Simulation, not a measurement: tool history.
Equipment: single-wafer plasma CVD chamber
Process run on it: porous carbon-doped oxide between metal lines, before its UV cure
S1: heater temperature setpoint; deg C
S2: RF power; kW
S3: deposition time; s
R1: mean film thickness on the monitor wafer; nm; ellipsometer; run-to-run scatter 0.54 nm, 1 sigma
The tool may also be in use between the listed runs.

| run | day | S1 | S2 | S3 | R1 |
|---|---|---|---|---|---|
| 1 | 0 | 275 | 0.385 | 29.7 | 162.08 |
| 2 | 0.033 | 275 | 0.385 | 28.1 | 154.26 |
| 3 | 0.392 | 277 | 0.385 | 28.1 | 151.77 |
| 4 | 0.658 | 277 | 0.385 | 29.7 | 160.39 |
| 5 | 0.958 | 277 | 0.385 | 29.7 | 159.39 |
| 6 | 1.138 | 282 | 0.385 | 29.7 | 155.01 |
| 7 | 1.442 | 284 | 0.385 | 29.7 | 153.84 |

Estimate the outcome of run 8 from the log above:
| 8 | 1.65 | 286 | 0.385 | 29.7 | ? |

R1: 152.44 nm

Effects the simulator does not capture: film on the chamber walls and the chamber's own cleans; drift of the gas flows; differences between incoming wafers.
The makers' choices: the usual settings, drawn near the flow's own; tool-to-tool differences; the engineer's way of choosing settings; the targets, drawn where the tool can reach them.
